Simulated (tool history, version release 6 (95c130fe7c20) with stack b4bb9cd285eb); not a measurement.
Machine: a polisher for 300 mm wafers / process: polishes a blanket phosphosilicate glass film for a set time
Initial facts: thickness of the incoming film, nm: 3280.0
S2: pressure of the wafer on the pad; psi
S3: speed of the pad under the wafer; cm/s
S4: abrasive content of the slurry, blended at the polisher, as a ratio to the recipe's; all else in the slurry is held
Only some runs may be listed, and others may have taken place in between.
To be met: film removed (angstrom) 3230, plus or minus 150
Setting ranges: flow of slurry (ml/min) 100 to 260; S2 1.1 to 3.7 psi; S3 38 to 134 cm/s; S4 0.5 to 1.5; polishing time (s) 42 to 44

run 1 hour=0 | flow_of_slurry_(ml/min)=165 S2=2.4 S3=86 S4=1 polishing_time_(s)=42 | film_removed_(angstrom)=2073.3
run 2 hour=6.7 | flow_of_slurry_(ml/min)=165 S2=2.7 S3=88 S4=1 polishing_time_(s)=42 | film_removed_(angstrom)=2281.6
run 3 hour=15.7 | flow_of_slurry_(ml/min)=165 S2=3 S3=90 S4=1 polishing_time_(s)=42 | film_removed_(angstrom)=2542
run 4 hour=21.7 | flow_of_slurry_(ml/min)=165 S2=3.2 S3=92 S4=1 polishing_time_(s)=42 | film_removed_(angstrom)=2666.3
run 5 hour=22.7 | flow_of_slurry_(ml/min)=165 S2=3.2 S3=92 S4=1 polishing_time_(s)=44 | film_removed_(angstrom)=2856.9
run 6 hour=25.6 | flow_of_slurry_(ml/min)=165 S2=3.3 S3=92 S4=1 polishing_time_(s)=44 | film_removed_(angstrom)=2871.2
run 7 hour=27.7 | flow_of_slurry_(ml/min)=165 S2=3.4 S3=92 S4=1 polishing_time_(s)=44 | film_removed_(angstrom)=2969.8
run 8 hour=31.9 | flow_of_slurry_(ml/min)=165 S2=3.5 S3=92 S4=1 polishing_time_(s)=44 | film_removed_(angstrom)=3076.1

Next run, 4 choices. One meets every target within its allowed miss, the rest don't. Which?
run A hour=36.1 | flow_of_slurry_(ml/min)=110 S2=3.6 S3=96 S4=1.2 polishing_time_(s)=44 | film_removed_(angstrom)=?
run B hour=36.1 | flow_of_slurry_(ml/min)=200 S2=3.4 S3=106 S4=1.15 polishing_time_(s)=44 | film_removed_(angstrom)=?
run C hour=36.1 | flow_of_slurry_(ml/min)=200 S2=3.4 S3=130 S4=0.85 polishing_time_(s)=43 | film_removed_(angstrom)=?
run D hour=36.1 | flow_of_slurry_(ml/min)=120 S2=3.7 S3=108 S4=1.1 polishing_time_(s)=44 | film_removed_(angstrom)=?

move=A film_removed_(angstrom)=3172.6
move=B film_removed_(angstrom)=3587.7
move=C film_removed_(angstrom)=3531.8
move=D film_removed_(angstrom)=3470.5
A: all results in spec
B: takes the biggest miss from the last run beyond its target
C: takes the biggest miss from the last run beyond its target
D: takes the biggest miss from the last run beyond its target
The move that meets every target is A.
